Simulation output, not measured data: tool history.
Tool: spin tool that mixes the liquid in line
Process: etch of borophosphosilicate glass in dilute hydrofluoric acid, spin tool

run  hour  temperature setpoint of the liquid (C)  parts of water to one part of 49 % hydrofluoric acid (parts by volume)  time under the liquid (s)  thickness taken off the borophosphosilicate glass on a monitor wafer (nm)
  1     0                                      21                                                                     105                        205                                                                     58.227
  2   0.9                                      23                                                                      95                        205                                                                     71.024
  3   4.1                                      23                                                                      95                        205                                                                     71.372
  4   6.9                                    24.5                                                                      90                        205                                                                     79.902
  5   7.6                                    24.5                                                                      90                        205                                                                     80.333
  6  10.1                                      26                                                                      85                        205                                                                     90.853
  7  14.7                                      26                                                                      85                        205                                                                     90.783
  8  16.6                                      27                                                                      80                        205                                                                     100.01

Run 9 has not been measured yet. What should we expect?
  9  23.2                                    27.5                                                                      75                        205                                                                          ?

thickness taken off the borophosphosilicate glass on a monitor wafer (nm): 110.67
